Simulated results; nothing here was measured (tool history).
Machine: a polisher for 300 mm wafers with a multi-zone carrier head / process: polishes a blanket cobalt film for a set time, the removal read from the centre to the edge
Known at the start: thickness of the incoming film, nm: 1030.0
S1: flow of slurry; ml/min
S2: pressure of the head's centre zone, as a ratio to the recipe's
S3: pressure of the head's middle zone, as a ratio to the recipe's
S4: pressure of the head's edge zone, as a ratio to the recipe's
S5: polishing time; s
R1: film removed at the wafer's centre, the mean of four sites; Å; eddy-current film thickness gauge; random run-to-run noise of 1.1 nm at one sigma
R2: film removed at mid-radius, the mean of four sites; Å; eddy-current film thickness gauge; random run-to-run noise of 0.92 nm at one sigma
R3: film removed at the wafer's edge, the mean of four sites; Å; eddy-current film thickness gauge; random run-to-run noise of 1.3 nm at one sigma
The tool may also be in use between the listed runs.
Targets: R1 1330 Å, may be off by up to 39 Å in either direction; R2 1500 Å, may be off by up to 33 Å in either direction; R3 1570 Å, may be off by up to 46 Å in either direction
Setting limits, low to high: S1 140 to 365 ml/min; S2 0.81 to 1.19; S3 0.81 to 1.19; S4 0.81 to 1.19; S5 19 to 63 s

| run | hour | S1 | S2 | S3 | S4 | S5 | R1 | R2 | R3 |
|---|---|---|---|---|---|---|---|---|---|
| 1 | 0 | 235 | 1 | 1 | 1 | 41 | 1864.1 | 1841.5 | 1920.9 |
| 2 | 2.1 | 230 | 0.98 | 0.99 | 0.98 | 40 | 1820.6 | 1790.6 | 1836.1 |
| 3 | 4.5 | 230 | 0.98 | 0.99 | 0.98 | 34 | 1520.9 | 1519 | 1570.3 |
| 4 | 6.6 | 230 | 0.98 | 1.06 | 0.98 | 34 | 1542.1 | 1617.7 | 1572 |
| 5 | 7.8 | 230 | 0.98 | 1 | 0.98 | 34 | 1535.9 | 1532.1 | 1582.3 |
| 6 | 16.1 | 225 | 0.96 | 1 | 0.98 | 34 | 1509.6 | 1534.2 | 1568.2 |
| 7 | 23.7 | 220 | 0.94 | 1 | 0.99 | 34 | 1485.5 | 1509.1 | 1580.2 |
| 8 | 26.7 | 215 | 0.92 | 1.01 | 0.99 | 34 | 1438.4 | 1538.2 | 1566.9 |
| 9 | 32 | 215 | 0.92 | 1.01 | 0.99 | 34 | 1433.6 | 1547.4 | 1594.7 |
| 10 | 34.4 | 210 | 0.91 | 1.01 | 0.99 | 34 | 1402.4 | 1542.8 | 1589.6 |
| 11 | 36.2 | 205 | 0.91 | 1.01 | 0.99 | 34 | 1388.8 | 1530 | 1558.1 |

Consider the 4 candidate settings below. Which is the only one whose results all fall within their allowed miss of target?
| A | 38 | 210 | 0.88 | 0.88 | 1.09 | 35 | ? | ? | ? |
| B | 38 | 235 | 0.91 | 1.03 | 1.02 | 33 | ? | ? | ? |
| C | 38 | 215 | 0.88 | 1.07 | 1.05 | 33 | ? | ? | ? |
| D | 38 | 170 | 0.87 | 1.01 | 1.02 | 34 | ? | ? | ? |

| move | R1 | R2 | R3 |
|---|---|---|---|
| A | 1415.3 | 1399.2 | 1700.5 |
| B | 1398.8 | 1521.6 | 1561.1 |
| C | 1339.7 | 1558.4 | 1572.5 |
| D | 1326.8 | 1491.9 | 1569.7 |
A: its largest miss is bigger than the last run's
B: its largest miss is bigger than the last run's
C: the worst result of the last run now meets its target, but another is out of spec
D: hits every target within its allowed miss
The right move is D.
